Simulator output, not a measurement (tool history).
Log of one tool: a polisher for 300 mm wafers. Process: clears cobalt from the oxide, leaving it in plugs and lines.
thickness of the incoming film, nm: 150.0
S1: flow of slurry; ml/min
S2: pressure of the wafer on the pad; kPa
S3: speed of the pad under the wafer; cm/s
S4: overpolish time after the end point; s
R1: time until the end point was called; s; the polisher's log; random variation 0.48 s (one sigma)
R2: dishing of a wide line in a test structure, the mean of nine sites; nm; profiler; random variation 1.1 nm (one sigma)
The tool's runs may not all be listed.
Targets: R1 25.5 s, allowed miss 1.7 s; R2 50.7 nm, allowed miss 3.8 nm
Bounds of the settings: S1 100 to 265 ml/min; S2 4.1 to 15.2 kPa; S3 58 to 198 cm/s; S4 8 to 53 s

Run 1, day 0: S1 170 ml/min, S2 9.7 kPa, S3 128 cm/s, S4 27 s. Result: R1 42.229 s, R2 45.368 nm.
Run 2, day 0.079: S1 170 ml/min, S2 6.9 kPa, S3 128 cm/s, S4 27 s. Result: R1 53.268 s, R2 40.597 nm.
Run 3, day 0.442: S1 215 ml/min, S2 6.9 kPa, S3 128 cm/s, S4 27 s. Result: R1 51.337 s, R2 42.775 nm.
Run 4, day 0.567: S1 215 ml/min, S2 6.9 kPa, S3 128 cm/s, S4 32 s. Result: R1 50.466 s, R2 46.69 nm.
Run 5, day 0.621: S1 230 ml/min, S2 6.9 kPa, S3 128 cm/s, S4 32 s. Result: R1 49.147 s, R2 42.962 nm.
Run 6, day 0.708: S1 235 ml/min, S2 9 kPa, S3 132 cm/s, S4 31 s. Result: R1 41.149 s, R2 48.81 nm.
Run 7, day 0.779: S1 235 ml/min, S2 11.7 kPa, S3 158 cm/s, S4 18 s. Result: R1 27.984 s, R2 46.816 nm.
Run 8, day 0.879: S1 235 ml/min, S2 11.7 kPa, S3 158 cm/s, S4 19 s. Result: R1 29.04 s, R2 46.665 nm.

Which of these 5 next moves meets every target?
Run A, day 0.979: S1 260 ml/min, S2 11.7 kPa, S3 148 cm/s, S4 20 s. Result: R1 ?, R2 ?.
Run B, day 0.979: S1 265 ml/min, S2 11.7 kPa, S3 168 cm/s, S4 24 s. Result: R1 ?, R2 ?.
Run C, day 0.979: S1 245 ml/min, S2 13.1 kPa, S3 158 cm/s, S4 15 s. Result: R1 ?, R2 ?.
Run D, day 0.979: S1 265 ml/min, S2 15.2 kPa, S3 142 cm/s, S4 14 s. Result: R1 ?, R2 ?.
Run E, day 0.979: S1 220 ml/min, S2 9.7 kPa, S3 198 cm/s, S4 17 s. Result: R1 ?, R2 ?.

move      R1      R2
   A  29.581  45.845
   B  26.088  50.328
   C  25.658  43.212
   D  25.149  42.292
   E  26.188  45.097
A: further off than the last run
B: meets every target
C: brings the result that was furthest off to its target, and leaves another outside
D: brings the result that was furthest off to its target, and leaves another outside
E: brings the result that was furthest off to its target, and leaves another outside
Answer: B
